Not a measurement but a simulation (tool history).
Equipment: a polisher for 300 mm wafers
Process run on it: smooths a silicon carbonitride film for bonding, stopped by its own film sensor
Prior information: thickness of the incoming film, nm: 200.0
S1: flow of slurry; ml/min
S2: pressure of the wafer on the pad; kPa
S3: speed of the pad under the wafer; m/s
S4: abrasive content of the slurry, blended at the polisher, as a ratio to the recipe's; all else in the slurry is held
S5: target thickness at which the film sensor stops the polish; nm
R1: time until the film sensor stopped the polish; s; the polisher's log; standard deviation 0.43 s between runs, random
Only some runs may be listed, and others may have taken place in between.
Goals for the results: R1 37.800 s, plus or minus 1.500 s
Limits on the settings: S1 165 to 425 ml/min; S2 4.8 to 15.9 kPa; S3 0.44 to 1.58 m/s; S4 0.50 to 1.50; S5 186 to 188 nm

run 1 hour=0.0 | S1=275 S2=10.3 S3=1.00 S4=1.00 S5=186 | R1=65.792
run 2 hour=3.8 | S1=240 S2=10.3 S3=1.00 S4=1.00 S5=186 | R1=66.949
run 3 hour=6.8 | S1=240 S2=11.7 S3=1.02 S4=1.00 S5=186 | R1=59.028
run 4 hour=14.2 | S1=300 S2=11.7 S3=1.02 S4=1.00 S5=186 | R1=58.637
run 5 hour=16.9 | S1=300 S2=13.1 S3=1.06 S4=1.00 S5=186 | R1=51.518
run 6 hour=18.6 | S1=300 S2=13.1 S3=1.06 S4=1.00 S5=186 | R1=51.632
run 7 hour=27.2 | S1=300 S2=13.8 S3=1.10 S4=1.00 S5=186 | R1=47.768
run 8 hour=33.9 | S1=300 S2=14.5 S3=1.14 S4=1.00 S5=186 | R1=44.685
run 9 hour=40.2 | S1=300 S2=15.2 S3=1.18 S4=1.00 S5=186 | R1=42.030

5 next moves are on the table. One of them brings every result within its allowed miss. Which?
run A hour=46.5 | S1=375 S2=14.5 S3=0.72 S4=1.45 S5=187 | R1=?
run B hour=46.5 | S1=345 S2=13.8 S3=1.08 S4=1.00 S5=186 | R1=?
run C hour=46.5 | S1=230 S2=15.9 S3=1.20 S4=0.90 S5=188 | R1=?
run D hour=46.5 | S1=330 S2=15.2 S3=1.08 S4=0.95 S5=186 | R1=?
run E hour=46.5 | S1=280 S2=15.2 S3=1.06 S4=1.00 S5=186 | R1=?

move=A R1=46.692
move=B R1=47.448
move=C R1=37.604
move=D R1=45.597
move=E R1=45.318
A: misses by more than the last run did
B: misses by more than the last run did
C: hits every target within its allowed miss
D: misses by more than the last run did
E: misses by more than the last run did
Correct choice: C, which meets every target
